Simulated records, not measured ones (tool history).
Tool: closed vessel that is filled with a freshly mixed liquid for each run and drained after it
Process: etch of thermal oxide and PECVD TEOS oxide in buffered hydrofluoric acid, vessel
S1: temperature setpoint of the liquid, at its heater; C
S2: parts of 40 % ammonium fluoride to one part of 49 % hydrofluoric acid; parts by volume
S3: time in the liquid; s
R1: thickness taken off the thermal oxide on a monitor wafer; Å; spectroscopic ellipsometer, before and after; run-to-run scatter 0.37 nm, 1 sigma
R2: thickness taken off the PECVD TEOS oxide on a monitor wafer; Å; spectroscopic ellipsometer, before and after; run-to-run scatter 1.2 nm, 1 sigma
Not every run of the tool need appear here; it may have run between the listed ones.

run	hour	S1	S2	S3	R1	R2
1	0.0	20.0	10.5	60	496.43	1356.7
2	1.5	20.0	10.5	80	657.49	1774.8
3	5.1	19.5	10.5	80	644.57	1729.0
4	6.3	19.5	10.5	100	796.38	2149.0
5	13.1	21.5	10.5	100	899.53	2410.0
6	19.5	24.5	10.5	100	1048.10	2859.9
7	25.8	22.5	11.0	100	906.36	2429.1
8	33.4	21.0	11.5	100	796.07	2140.6
9	40.2	20.0	11.5	100	756.59	2017.5
10	41.6	19.0	11.5	100	707.79	1949.2
11	49.2	18.5	11.5	100	695.27	1838.2
12	57.5	18.0	11.5	100	673.98	1840.4

What does the tool deliver on the next run?
13	65.9	17.5	12.0	100	?	?

Run 13 yielded R1 629.89 Å, R2 1685.6 Å.

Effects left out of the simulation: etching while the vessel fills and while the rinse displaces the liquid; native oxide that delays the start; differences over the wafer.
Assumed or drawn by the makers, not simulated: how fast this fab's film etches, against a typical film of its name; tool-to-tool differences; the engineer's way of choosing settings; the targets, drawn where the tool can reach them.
